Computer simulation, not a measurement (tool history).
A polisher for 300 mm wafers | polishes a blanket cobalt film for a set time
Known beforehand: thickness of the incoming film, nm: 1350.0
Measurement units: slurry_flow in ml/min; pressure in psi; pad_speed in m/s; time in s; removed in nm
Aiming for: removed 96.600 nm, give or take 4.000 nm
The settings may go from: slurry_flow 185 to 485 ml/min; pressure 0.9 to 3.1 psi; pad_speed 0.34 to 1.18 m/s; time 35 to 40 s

Run 1, day 0.000: slurry_flow 310 ml/min, pressure 2.0 psi, pad_speed 0.76 m/s, time 40 s. Result: removed 164.640 nm.
Run 2, day 0.242: slurry_flow 310 ml/min, pressure 2.5 psi, pad_speed 0.76 m/s, time 40 s. Result: removed 202.250 nm.
Run 3, day 0.554: slurry_flow 310 ml/min, pressure 2.1 psi, pad_speed 0.74 m/s, time 40 s. Result: removed 172.820 nm.
Run 4, day 0.754: slurry_flow 355 ml/min, pressure 2.1 psi, pad_speed 0.74 m/s, time 40 s. Result: removed 170.350 nm.
Run 5, day 1.096: slurry_flow 355 ml/min, pressure 1.8 psi, pad_speed 0.72 m/s, time 40 s. Result: removed 144.260 nm.
Run 6, day 1.288: slurry_flow 355 ml/min, pressure 1.8 psi, pad_speed 0.58 m/s, time 40 s. Result: removed 115.060 nm.
Run 7, day 1.433: slurry_flow 355 ml/min, pressure 1.7 psi, pad_speed 0.58 m/s, time 40 s. Result: removed 111.650 nm.
Run 8, day 1.758: slurry_flow 355 ml/min, pressure 1.6 psi, pad_speed 0.58 m/s, time 40 s. Result: removed 104.740 nm.

Below are 5 possible settings for the next run. Only one of them brings all results inside the allowed miss of their targets. Which is it?
Run A, day 2.083: slurry_flow 395 ml/min, pressure 2.0 psi, pad_speed 0.48 m/s, time 39 s. Result: removed ?.
Run B, day 2.083: slurry_flow 385 ml/min, pressure 1.6 psi, pad_speed 0.52 m/s, time 38 s. Result: removed ?.
Run C, day 2.083: slurry_flow 375 ml/min, pressure 1.4 psi, pad_speed 0.66 m/s, time 35 s. Result: removed ?.
Run D, day 2.083: slurry_flow 300 ml/min, pressure 1.7 psi, pad_speed 0.54 m/s, time 38 s. Result: removed ?.
Run E, day 2.083: slurry_flow 360 ml/min, pressure 1.5 psi, pad_speed 0.56 m/s, time 38 s. Result: removed ?.

move  removed
   A  104.890
   B   88.793
   C   90.337
   D   96.174
   E   89.250
A: roughly where the last run was
B: moves the result that the last run missed by most past its target, out the other side
C: moves the result that the last run missed by most past its target, out the other side
D: all results in spec
E: moves the result that the last run missed by most past its target, out the other side
Move D is the one to make.

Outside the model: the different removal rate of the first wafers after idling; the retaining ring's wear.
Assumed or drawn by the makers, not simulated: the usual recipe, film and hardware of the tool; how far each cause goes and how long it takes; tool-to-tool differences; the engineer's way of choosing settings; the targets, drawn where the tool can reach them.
